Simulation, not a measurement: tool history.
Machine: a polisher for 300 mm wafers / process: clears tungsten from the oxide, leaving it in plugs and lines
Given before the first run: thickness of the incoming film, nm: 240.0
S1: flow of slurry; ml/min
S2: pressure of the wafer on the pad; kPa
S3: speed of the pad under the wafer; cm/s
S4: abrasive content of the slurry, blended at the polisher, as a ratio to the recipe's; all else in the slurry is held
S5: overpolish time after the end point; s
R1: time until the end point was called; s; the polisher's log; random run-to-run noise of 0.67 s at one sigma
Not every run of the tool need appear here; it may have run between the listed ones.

Run 1, hour 0.0: S1 290 ml/min, S2 23.4 kPa, S3 122 cm/s, S4 1.0, S5 4 s. Result: R1 44.529 s.
Run 2, hour 8.8: S1 290 ml/min, S2 23.4 kPa, S3 122 cm/s, S4 1.0, S5 4 s. Result: R1 43.925 s.
Run 3, hour 17.0: S1 290 ml/min, S2 23.4 kPa, S3 122 cm/s, S4 1.0, S5 4 s. Result: R1 44.101 s.
Run 4, hour 24.9: S1 290 ml/min, S2 21.4 kPa, S3 122 cm/s, S4 1.0, S5 4 s. Result: R1 48.485 s.
Run 5, hour 32.0: S1 290 ml/min, S2 19.3 kPa, S3 122 cm/s, S4 1.0, S5 4 s. Result: R1 52.774 s.
Run 6, hour 40.4: S1 290 ml/min, S2 17.9 kPa, S3 122 cm/s, S4 1.0, S5 4 s. Result: R1 55.245 s.
Run 7, hour 47.8: S1 290 ml/min, S2 11.0 kPa, S3 120 cm/s, S4 1.0, S5 4 s. Result: R1 77.858 s.

Forecast run 8:
Run 8, hour 51.4: S1 290 ml/min, S2 11.7 kPa, S3 120 cm/s, S4 1.0, S5 4 s. Result: R1 ?.

Run 8 measured R1 73.521 s.

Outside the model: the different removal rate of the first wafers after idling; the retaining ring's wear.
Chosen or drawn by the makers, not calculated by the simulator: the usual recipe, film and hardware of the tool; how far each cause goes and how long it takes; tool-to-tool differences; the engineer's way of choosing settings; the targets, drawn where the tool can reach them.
